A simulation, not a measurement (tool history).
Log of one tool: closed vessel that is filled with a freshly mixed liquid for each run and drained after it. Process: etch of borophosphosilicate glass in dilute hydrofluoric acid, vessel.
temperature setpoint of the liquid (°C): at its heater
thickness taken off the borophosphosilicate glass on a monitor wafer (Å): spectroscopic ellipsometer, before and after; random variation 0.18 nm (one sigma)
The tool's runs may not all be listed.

| run | hour | temperature setpoint of the liquid (°C) | parts of water to one part of 49 % hydrofluoric acid (parts by volume) | time in the liquid (s) | thickness taken off the borophosphosilicate glass on a monitor wafer (Å) |
|---|---|---|---|---|---|
| 1 | 0.0 | 20.0 | 55 | 30 | 174.04 |
| 2 | 5.7 | 17.5 | 55 | 30 | 156.73 |
| 3 | 8.5 | 18.5 | 55 | 30 | 163.60 |
| 4 | 14.5 | 18.5 | 75 | 30 | 115.10 |
| 5 | 19.0 | 18.5 | 75 | 30 | 115.41 |
| 6 | 22.8 | 18.5 | 75 | 30 | 118.27 |
| 7 | 31.4 | 21.5 | 65 | 30 | 154.39 |

The next listed run, before its measurement:
| 8 | 32.7 | 25.5 | 40 | 30 | ? |

Run 8 gave thickness taken off the borophosphosilicate glass on a monitor wafer (Å) 305.88.
